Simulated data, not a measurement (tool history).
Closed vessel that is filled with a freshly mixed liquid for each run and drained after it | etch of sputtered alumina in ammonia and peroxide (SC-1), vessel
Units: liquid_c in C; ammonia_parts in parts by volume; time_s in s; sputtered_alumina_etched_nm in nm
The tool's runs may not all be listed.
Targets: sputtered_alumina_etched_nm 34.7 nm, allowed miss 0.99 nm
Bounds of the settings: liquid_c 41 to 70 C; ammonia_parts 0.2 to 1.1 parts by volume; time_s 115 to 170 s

run	hour	liquid_c	ammonia_parts	time_s	sputtered_alumina_etched_nm
1	0	57	0.6	170	21.082
2	0.7	58.5	0.6	170	22.593
3	8.3	58.5	0.6	115	15.354
4	10.6	58.5	0.6	115	15.44
5	16.9	58.5	0.6	170	22.662
6	23.9	58.5	0.6	170	22.852
7	26.6	60	0.6	170	25.032
8	32	60	0.6	170	24.785
9	34.4	61	0.6	170	25.994
10	35.1	67.5	0.6	170	36.166

5 next moves are on the table. One of them brings every result within its allowed miss. Which?
A	35.8	70	0.45	165	?
B	35.8	70	0.45	160	?
C	35.8	69	0.4	160	?
D	35.8	69.5	0.8	160	?
E	35.8	69.5	1.05	155	?

move	sputtered_alumina_etched_nm
A	38.162
B	37.006
C	34.877
D	38.136
E	37.902
A: further off than the last run
B: further off than the last run
C: meets every target
D: further off than the last run
E: further off than the last run
The right move is C.

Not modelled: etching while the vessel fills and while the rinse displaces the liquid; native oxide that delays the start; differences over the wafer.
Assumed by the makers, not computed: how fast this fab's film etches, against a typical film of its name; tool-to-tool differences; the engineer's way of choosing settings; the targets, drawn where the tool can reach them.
